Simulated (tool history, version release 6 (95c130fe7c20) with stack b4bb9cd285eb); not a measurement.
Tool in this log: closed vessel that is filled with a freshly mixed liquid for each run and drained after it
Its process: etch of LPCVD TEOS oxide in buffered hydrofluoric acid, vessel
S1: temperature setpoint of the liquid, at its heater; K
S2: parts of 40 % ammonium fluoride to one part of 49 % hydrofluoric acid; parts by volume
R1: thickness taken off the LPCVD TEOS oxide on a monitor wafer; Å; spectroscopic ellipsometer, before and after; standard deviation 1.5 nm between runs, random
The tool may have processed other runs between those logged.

{"run": 1, "hour": 0.0, "S1": 295.15, "S2": 10.0, "time in the liquid (s)": 90, "R1": 1696.4}
{"run": 2, "hour": 7.9, "S1": 293.65, "S2": 10.0, "time in the liquid (s)": 90, "R1": 1568.0}
{"run": 3, "hour": 13.6, "S1": 293.65, "S2": 10.0, "time in the liquid (s)": 100, "R1": 1731.4}
{"run": 4, "hour": 20.9, "S1": 293.65, "S2": 10.0, "time in the liquid (s)": 90, "R1": 1550.0}
{"run": 5, "hour": 24.3, "S1": 296.15, "S2": 10.0, "time in the liquid (s)": 90, "R1": 1787.4}
{"run": 6, "hour": 26.7, "S1": 296.15, "S2": 10.0, "time in the liquid (s)": 100, "R1": 1979.3}
{"run": 7, "hour": 31.4, "S1": 297.65, "S2": 10.0, "time in the liquid (s)": 100, "R1": 2166.4}
{"run": 8, "hour": 34.8, "S1": 298.65, "S2": 10.0, "time in the liquid (s)": 100, "R1": 2269.1}
{"run": 9, "hour": 37.2, "S1": 299.65, "S2": 10.0, "time in the liquid (s)": 100, "R1": 2418.8}
{"run": 10, "hour": 39.3, "S1": 300.15, "S2": 10.0, "time in the liquid (s)": 100, "R1": 2467.9}
{"run": 11, "hour": 46.3, "S1": 300.65, "S2": 10.0, "time in the liquid (s)": 100, "R1": 2553.7}

What does the tool deliver on the next run?
{"run": 12, "hour": 55.1, "S1": 301.15, "S2": 10.0, "time in the liquid (s)": 100, "R1": "?"}

{"run 12": {"R1": 2583.0}}

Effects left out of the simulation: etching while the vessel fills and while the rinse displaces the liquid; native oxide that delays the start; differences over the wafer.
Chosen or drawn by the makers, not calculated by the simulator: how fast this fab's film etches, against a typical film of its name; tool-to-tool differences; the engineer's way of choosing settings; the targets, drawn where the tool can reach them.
